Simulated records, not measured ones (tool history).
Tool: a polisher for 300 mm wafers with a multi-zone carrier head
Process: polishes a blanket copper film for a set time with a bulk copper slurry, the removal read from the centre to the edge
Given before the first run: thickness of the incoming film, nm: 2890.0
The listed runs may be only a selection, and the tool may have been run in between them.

| run | hour | flow of slurry (ml/min) | pressure of the head's centre zone | pressure of the head's middle zone | pressure of the head's edge zone | abrasive content of the slurry | polishing time (s) | film removed at the wafer's centre (nm) | film removed at mid-radius (nm) | film removed at the wafer's edge (nm) |
|---|---|---|---|---|---|---|---|---|---|---|
| 1 | 0 | 180 | 1 | 1 | 1 | 1 | 67 | 478.68 | 478.61 | 489.85 |
| 2 | 3 | 180 | 1 | 0.97 | 1 | 1 | 67 | 472.96 | 462.04 | 474.86 |
| 3 | 5 | 170 | 0.96 | 0.94 | 1 | 0.9 | 66 | 439.86 | 444.49 | 459.09 |
| 4 | 8 | 170 | 0.96 | 1.01 | 1 | 0.9 | 66 | 437.77 | 466.21 | 454.4 |
| 5 | 16.6 | 170 | 0.96 | 1.01 | 1 | 1.1 | 66 | 454.49 | 482.39 | 483.19 |
| 6 | 23.6 | 170 | 0.96 | 1.01 | 1 | 1.1 | 80 | 556.89 | 586.88 | 588.18 |
| 7 | 27.5 | 160 | 0.93 | 0.97 | 1.01 | 1 | 74 | 484.16 | 509.04 | 538.75 |
|  | 30.4 | edge zone pressure recalibrated |
| 8 | 30.4 | 155 | 0.91 | 0.94 | 1 | 0.9 | 70 | 427.74 | 461.61 | 471.56 |
| 9 | 39 | 145 | 0.9 | 0.91 | 1.01 | 0.85 | 67 | 395.19 | 422.1 | 442.74 |
| 10 | 40.9 | 140 | 0.89 | 0.89 | 1.02 | 0.8 | 65 | 374.03 | 390.44 | 427.66 |
| 11 | 44.1 | 135 | 0.88 | 0.88 | 1.02 | 0.75 | 64 | 363.16 | 379.77 | 397.25 |
| 12 | 51 | 130 | 0.86 | 0.87 | 1.04 | 0.7 | 63 | 340.67 | 360.37 | 396.92 |
| 13 | 54.2 | 125 | 0.85 | 0.86 | 1.04 | 0.65 | 63 | 321.13 | 347.12 | 387.31 |

The next listed run, before its measurement:
| 14 | 56.8 | 125 | 0.85 | 0.85 | 1.03 | 0.6 | 63 | ? | ? | ? |

film removed at the wafer's centre (nm): 320.48
film removed at mid-radius (nm): 336.51
film removed at the wafer's edge (nm): 379.82
